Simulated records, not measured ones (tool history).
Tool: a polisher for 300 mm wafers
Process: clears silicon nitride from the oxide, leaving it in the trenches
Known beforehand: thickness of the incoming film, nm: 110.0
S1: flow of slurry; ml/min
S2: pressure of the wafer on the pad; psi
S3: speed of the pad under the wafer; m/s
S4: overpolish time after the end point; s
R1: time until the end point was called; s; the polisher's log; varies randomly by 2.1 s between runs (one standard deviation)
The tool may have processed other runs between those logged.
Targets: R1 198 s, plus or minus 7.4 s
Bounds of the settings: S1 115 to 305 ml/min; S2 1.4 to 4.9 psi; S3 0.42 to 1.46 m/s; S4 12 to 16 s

Run 1, hour 0: S1 195 ml/min, S2 3.1 psi, S3 0.94 m/s, S4 16 s. Result: R1 140.33 s.
Run 2, hour 4.2: S1 195 ml/min, S2 3.1 psi, S3 0.82 m/s, S4 16 s. Result: R1 161.35 s.
Run 3, hour 6.5: S1 195 ml/min, S2 3.1 psi, S3 0.82 m/s, S4 12 s. Result: R1 161.87 s.
Run 4, hour 14.9: S1 150 ml/min, S2 3.1 psi, S3 0.82 m/s, S4 12 s. Result: R1 171.74 s.
Run 5, hour 16.5: S1 115 ml/min, S2 3.1 psi, S3 0.82 m/s, S4 12 s. Result: R1 180.97 s.
Run 6, hour 17.8: S1 115 ml/min, S2 3.1 psi, S3 0.6 m/s, S4 12 s. Result: R1 247.76 s.
Run 7, hour 21.1: S1 140 ml/min, S2 3.2 psi, S3 0.6 m/s, S4 12 s. Result: R1 223.34 s.
Run 8, hour 25: S1 150 ml/min, S2 3.2 psi, S3 0.6 m/s, S4 12 s. Result: R1 219.57 s.
Run 9, hour 32.2: S1 160 ml/min, S2 3.2 psi, S3 0.6 m/s, S4 12 s. Result: R1 214.28 s.
Run 10, hour 33.9: S1 170 ml/min, S2 3.2 psi, S3 0.6 m/s, S4 12 s. Result: R1 216.41 s.
At hour 41.3: slurry nozzle cleaned.
Run 11, hour 41.3: S1 180 ml/min, S2 3.2 psi, S3 0.6 m/s, S4 12 s. Result: R1 204.63 s.
Run 12, hour 46.9: S1 180 ml/min, S2 3.2 psi, S3 0.6 m/s, S4 12 s. Result: R1 207.69 s.

Exercise: of the 5 proposed moves below, exactly one satisfies all targets within the stated allowed misses. Which move is it?
Run A, hour 52.5: S1 160 ml/min, S2 3.1 psi, S3 0.62 m/s, S4 12 s. Result: R1 ?.
Run B, hour 52.5: S1 245 ml/min, S2 2.6 psi, S3 0.64 m/s, S4 12 s. Result: R1 ?.
Run C, hour 52.5: S1 175 ml/min, S2 3.6 psi, S3 0.56 m/s, S4 15 s. Result: R1 ?.
Run D, hour 52.5: S1 185 ml/min, S2 2.5 psi, S3 0.72 m/s, S4 16 s. Result: R1 ?.
Run E, hour 52.5: S1 185 ml/min, S2 3.4 psi, S3 0.54 m/s, S4 16 s. Result: R1 ?.

move      R1
   A  206.87
   B  223.36
   C  193.99
   D  215.24
   E  210.38
A: closer than the last run, but not yet in spec
B: moves away from the targets compared with the last run
C: meets every target
D: moves away from the targets compared with the last run
E: moves away from the targets compared with the last run
Answer: C

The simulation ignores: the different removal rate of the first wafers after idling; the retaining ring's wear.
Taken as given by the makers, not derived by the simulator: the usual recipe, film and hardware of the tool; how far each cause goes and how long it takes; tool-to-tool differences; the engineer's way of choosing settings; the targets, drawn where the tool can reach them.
